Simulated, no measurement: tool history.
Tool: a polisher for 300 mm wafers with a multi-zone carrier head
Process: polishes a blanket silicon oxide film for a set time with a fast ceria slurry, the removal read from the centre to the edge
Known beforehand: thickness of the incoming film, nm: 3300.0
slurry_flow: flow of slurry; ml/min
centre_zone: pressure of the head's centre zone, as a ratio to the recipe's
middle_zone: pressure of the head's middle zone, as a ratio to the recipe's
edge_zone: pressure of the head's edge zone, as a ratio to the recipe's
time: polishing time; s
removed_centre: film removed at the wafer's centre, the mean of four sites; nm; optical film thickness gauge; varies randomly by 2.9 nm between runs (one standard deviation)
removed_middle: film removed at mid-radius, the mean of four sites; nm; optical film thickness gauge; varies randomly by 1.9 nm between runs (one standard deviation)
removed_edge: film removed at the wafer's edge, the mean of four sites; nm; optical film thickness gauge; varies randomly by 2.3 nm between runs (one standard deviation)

run 1 day=0.000 | slurry_flow=155 centre_zone=1.00 middle_zone=1.00 edge_zone=1.00 time=31 | removed_centre=334.76 removed_middle=335.87 removed_edge=339.40
run 2 day=0.362 | slurry_flow=150 centre_zone=0.99 middle_zone=1.00 edge_zone=0.98 time=30 | removed_centre=325.47 removed_middle=329.18 removed_edge=323.32
run 3 day=0.392 | slurry_flow=145 centre_zone=0.97 middle_zone=0.99 edge_zone=0.97 time=30 | removed_centre=321.32 removed_middle=319.97 removed_edge=317.89
run 4 day=0.638 | slurry_flow=145 centre_zone=0.96 middle_zone=0.99 edge_zone=0.97 time=30 | removed_centre=314.32 removed_middle=320.16 removed_edge=320.57
run 5 day=0.675 | slurry_flow=145 centre_zone=0.96 middle_zone=0.99 edge_zone=1.04 time=30 | removed_centre=311.50 removed_middle=320.53 removed_edge=329.43
run 6 day=0.808 | slurry_flow=145 centre_zone=0.88 middle_zone=0.99 edge_zone=1.04 time=30 | removed_centre=290.99 removed_middle=317.50 removed_edge=331.20
run 7 day=1.038 | slurry_flow=140 centre_zone=0.88 middle_zone=0.99 edge_zone=1.02 time=30 | removed_centre=282.82 removed_middle=318.26 removed_edge=329.07
run 8 day=1.362 | slurry_flow=140 centre_zone=0.88 middle_zone=0.99 edge_zone=1.00 time=30 | removed_centre=285.96 removed_middle=320.34 removed_edge=322.09
run 9 day=1.425 | slurry_flow=105 centre_zone=0.83 middle_zone=0.89 edge_zone=0.90 time=28 | removed_centre=242.13 removed_middle=262.63 removed_edge=281.71
run 10 day=1.496 | slurry_flow=105 centre_zone=0.84 middle_zone=0.90 edge_zone=0.89 time=28 | removed_centre=245.94 removed_middle=264.88 removed_edge=278.25
run 11 day=1.871 | slurry_flow=105 centre_zone=0.84 middle_zone=0.90 edge_zone=0.88 time=28 | removed_centre=246.34 removed_middle=265.29 removed_edge=279.92

Run 12 comes next. What will it give?
run 12 day=1.962 | slurry_flow=105 centre_zone=0.84 middle_zone=0.91 edge_zone=0.87 time=28 | removed_centre=? removed_middle=? removed_edge=?

{"run 12": {"removed_centre": 253.08, "removed_middle": 270.91, "removed_edge": 274.35}}
